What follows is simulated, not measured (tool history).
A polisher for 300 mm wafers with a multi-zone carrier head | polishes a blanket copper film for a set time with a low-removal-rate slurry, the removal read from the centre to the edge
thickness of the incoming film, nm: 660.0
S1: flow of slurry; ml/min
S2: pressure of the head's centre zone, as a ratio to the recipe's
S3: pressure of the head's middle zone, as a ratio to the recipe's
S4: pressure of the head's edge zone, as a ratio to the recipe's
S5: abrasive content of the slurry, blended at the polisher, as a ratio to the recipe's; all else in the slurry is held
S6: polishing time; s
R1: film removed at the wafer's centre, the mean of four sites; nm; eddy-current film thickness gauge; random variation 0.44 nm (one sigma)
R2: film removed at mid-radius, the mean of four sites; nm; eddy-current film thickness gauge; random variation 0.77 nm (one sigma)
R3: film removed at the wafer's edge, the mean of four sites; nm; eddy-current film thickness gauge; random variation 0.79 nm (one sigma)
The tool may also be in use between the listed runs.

run,hour,S1,S2,S3,S4,S5,S6,R1,R2,R3
1,0.0,155,1.00,1.00,1.00,1.00,37,71.996,72.610,69.067
2,5.5,150,0.99,1.00,0.99,0.95,37,70.843,71.977,69.391
3,10.4,150,0.99,1.03,0.99,0.95,37,69.882,74.643,70.479
4,14.2,155,0.98,1.03,0.97,0.95,37,68.949,75.470,68.550
5,17.6,155,0.97,1.02,0.96,0.95,37,68.842,74.691,68.462
6,25.8,155,0.97,1.02,1.00,0.95,37,69.758,72.917,70.269

Run 7 comes next. What will it give?
7,27.7,155,0.96,1.01,0.98,0.95,37,?,?,?

R1: 68.322 nm
R2: 73.102 nm
R3: 68.462 nm
